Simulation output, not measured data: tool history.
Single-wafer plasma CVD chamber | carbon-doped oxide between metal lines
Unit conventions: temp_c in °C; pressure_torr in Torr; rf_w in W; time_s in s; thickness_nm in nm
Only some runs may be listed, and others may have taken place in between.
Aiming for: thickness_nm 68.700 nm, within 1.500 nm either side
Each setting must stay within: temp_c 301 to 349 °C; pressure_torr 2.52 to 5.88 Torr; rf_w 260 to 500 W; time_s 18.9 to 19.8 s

| run | day | temp_c | pressure_torr | rf_w | time_s | thickness_nm |
|---|---|---|---|---|---|---|
| 1 | 0.000 | 325 | 4.20 | 380 | 19.8 | 86.221 |
| 2 | 0.308 | 328 | 3.99 | 360 | 19.7 | 81.317 |
| 3 | 0.683 | 328 | 4.28 | 360 | 19.7 | 81.557 |
| 4 | 0.779 | 328 | 4.28 | 360 | 19.8 | 82.003 |
| 5 | 1.092 | 338 | 4.28 | 360 | 19.8 | 79.427 |
| 6 | 1.175 | 338 | 4.59 | 360 | 19.8 | 79.729 |
| 7 | 1.421 | 339 | 4.54 | 345 | 19.7 | 77.297 |
| 8 | 1.796 | 339 | 4.54 | 345 | 19.7 | 77.092 |
| 9 | 2.162 | 340 | 4.47 | 335 | 19.7 | 74.851 |
| 10 | 2.196 | 341 | 4.38 | 330 | 19.7 | 72.978 |
| 11 | 2.279 | 342 | 4.26 | 325 | 19.7 | 71.715 |
| 12 | 2.421 | 343 | 4.18 | 325 | 19.7 | 71.125 |
| 13 | 2.675 | 344 | 4.12 | 325 | 19.7 | 70.727 |
| 14 | 2.700 | 344 | 4.12 | 325 | 19.7 | 71.480 |
| 15 | 2.800 | 344 | 4.12 | 325 | 19.7 | 70.941 |
| 16 | 3.154 | 345 | 4.06 | 325 | 19.7 | 70.537 |
| 17 | 3.479 | 346 | 4.01 | 325 | 19.7 | 70.943 |

Consider the 4 candidate settings below. Which is the only one whose results all fall within their allowed miss of target?
| A | 3.804 | 346 | 4.38 | 300 | 18.9 | ? |
| B | 3.804 | 347 | 3.39 | 320 | 18.9 | ? |
| C | 3.804 | 346 | 4.17 | 330 | 19.8 | ? |
| D | 3.804 | 336 | 4.45 | 295 | 19.8 | ? |

| move | thickness_nm |
|---|---|
| A | 64.754 |
| B | 66.205 |
| C | 72.558 |
| D | 69.379 |
A: moves the result that the last run missed by most past its target, out the other side
B: moves the result that the last run missed by most past its target, out the other side
C: the biggest miss grows against the last run
D: every result lands within tolerance
D meets every target.

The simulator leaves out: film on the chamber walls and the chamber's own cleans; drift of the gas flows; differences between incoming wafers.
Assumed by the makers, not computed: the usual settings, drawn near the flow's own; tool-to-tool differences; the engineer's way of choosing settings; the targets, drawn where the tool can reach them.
